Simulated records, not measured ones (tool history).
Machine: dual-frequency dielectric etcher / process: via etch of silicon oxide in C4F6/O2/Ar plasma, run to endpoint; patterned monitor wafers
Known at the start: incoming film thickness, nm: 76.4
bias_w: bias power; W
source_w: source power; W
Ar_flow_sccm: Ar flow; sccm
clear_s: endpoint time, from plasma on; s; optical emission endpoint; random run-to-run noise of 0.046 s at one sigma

{"run": 1, "hour": 0.0, "bias_w": 620, "source_w": 410, "Ar_flow_sccm": 401, "clear_s": 15.953}
{"run": 2, "hour": 7.9, "bias_w": 530, "source_w": 410, "Ar_flow_sccm": 401, "clear_s": 17.098}
{"run": 3, "hour": 10.5, "bias_w": 530, "source_w": 340, "Ar_flow_sccm": 401, "clear_s": 18.013}
{"run": 4, "hour": 15.5, "bias_w": 600, "source_w": 340, "Ar_flow_sccm": 401, "clear_s": 17.01}
{"run": 5, "hour": 19.9, "bias_w": 600, "source_w": 390, "Ar_flow_sccm": 401, "clear_s": 16.45}
{"run": 6, "hour": 23.3, "bias_w": 600, "source_w": 390, "Ar_flow_sccm": 456, "clear_s": 16.684}
{"run": 7, "hour": 25.9, "bias_w": 724, "source_w": 420, "Ar_flow_sccm": 449, "clear_s": 15.064}

Estimate the outcome of run 8 from the log above:
{"run": 8, "hour": 31.7, "bias_w": 737, "source_w": 420, "Ar_flow_sccm": 448, "clear_s": "?"}

{"run 8": {"clear_s": 15.038}}
